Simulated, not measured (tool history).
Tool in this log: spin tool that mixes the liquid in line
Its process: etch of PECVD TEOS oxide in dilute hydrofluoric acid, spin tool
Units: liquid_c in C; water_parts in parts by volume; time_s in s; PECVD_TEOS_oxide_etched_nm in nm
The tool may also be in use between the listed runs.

run    day  liquid_c  water_parts  time_s  PECVD_TEOS_oxide_etched_nm
  1      0        24          240     285                       17.73
  2  0.362      25.5          240     285                      18.987
  3  0.404      25.5          240     305                      20.072
  4  0.583      25.5          240     285                      18.754
  5  0.671        27          225     285                      21.215
  6  0.842        27          225     285                      21.242

The next listed run, before its measurement:
  7  0.95        28          210     285                           ?

PECVD_TEOS_oxide_etched_nm: 23.84 nm
